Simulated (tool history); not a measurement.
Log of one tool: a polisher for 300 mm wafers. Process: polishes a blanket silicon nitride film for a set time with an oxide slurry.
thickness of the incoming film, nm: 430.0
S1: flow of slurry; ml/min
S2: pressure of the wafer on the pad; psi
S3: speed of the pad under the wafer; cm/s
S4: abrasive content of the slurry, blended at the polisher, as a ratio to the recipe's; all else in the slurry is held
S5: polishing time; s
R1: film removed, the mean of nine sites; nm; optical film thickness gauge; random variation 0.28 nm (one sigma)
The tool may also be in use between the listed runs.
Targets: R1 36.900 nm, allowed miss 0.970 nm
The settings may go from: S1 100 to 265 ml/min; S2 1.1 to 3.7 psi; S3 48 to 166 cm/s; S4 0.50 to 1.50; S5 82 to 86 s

Run 1, hour 0.0: S1 170 ml/min, S2 2.4 psi, S3 106 cm/s, S4 1.00, S5 82 s. Result: R1 31.077 nm.
Run 2, hour 1.0: S1 170 ml/min, S2 2.4 psi, S3 106 cm/s, S4 0.85, S5 82 s. Result: R1 29.020 nm.
Run 3, hour 4.6: S1 175 ml/min, S2 2.5 psi, S3 106 cm/s, S4 0.85, S5 82 s. Result: R1 29.956 nm.
Run 4, hour 5.5: S1 175 ml/min, S2 2.0 psi, S3 106 cm/s, S4 0.85, S5 82 s. Result: R1 26.151 nm.
Run 5, hour 12.8: S1 175 ml/min, S2 2.0 psi, S3 128 cm/s, S4 0.85, S5 82 s. Result: R1 28.457 nm.
Run 6, hour 19.5: S1 180 ml/min, S2 2.1 psi, S3 128 cm/s, S4 0.85, S5 82 s. Result: R1 29.779 nm.
Run 7, hour 20.6: S1 185 ml/min, S2 2.2 psi, S3 128 cm/s, S4 0.85, S5 82 s. Result: R1 30.395 nm.
Run 8, hour 25.4: S1 185 ml/min, S2 2.3 psi, S3 128 cm/s, S4 0.85, S5 82 s. Result: R1 31.378 nm.
Run 9, hour 26.9: S1 185 ml/min, S2 2.4 psi, S3 128 cm/s, S4 0.85, S5 82 s. Result: R1 32.605 nm.
Run 10, hour 28.0: S1 185 ml/min, S2 2.5 psi, S3 128 cm/s, S4 0.85, S5 82 s. Result: R1 32.696 nm.
Run 11, hour 31.5: S1 185 ml/min, S2 2.6 psi, S3 128 cm/s, S4 0.85, S5 82 s. Result: R1 34.004 nm.

Which of these 5 next moves meets every target?
Run A, hour 35.0: S1 165 ml/min, S2 2.7 psi, S3 138 cm/s, S4 0.95, S5 84 s. Result: R1 ?.
Run B, hour 35.0: S1 165 ml/min, S2 3.4 psi, S3 118 cm/s, S4 0.80, S5 86 s. Result: R1 ?.
Run C, hour 35.0: S1 205 ml/min, S2 2.8 psi, S3 134 cm/s, S4 0.90, S5 86 s. Result: R1 ?.
Run D, hour 35.0: S1 160 ml/min, S2 2.9 psi, S3 120 cm/s, S4 0.90, S5 84 s. Result: R1 ?.
Run E, hour 35.0: S1 210 ml/min, S2 2.8 psi, S3 144 cm/s, S4 0.95, S5 82 s. Result: R1 ?.

move      R1
   A  38.032
   B  39.406
   C  39.380
   D  36.231
   E  39.945
A: takes the result that was furthest off past its target
B: takes the result that was furthest off past its target
C: takes the result that was furthest off past its target
D: meets every target
E: takes the result that was furthest off past its target
The right move is D.
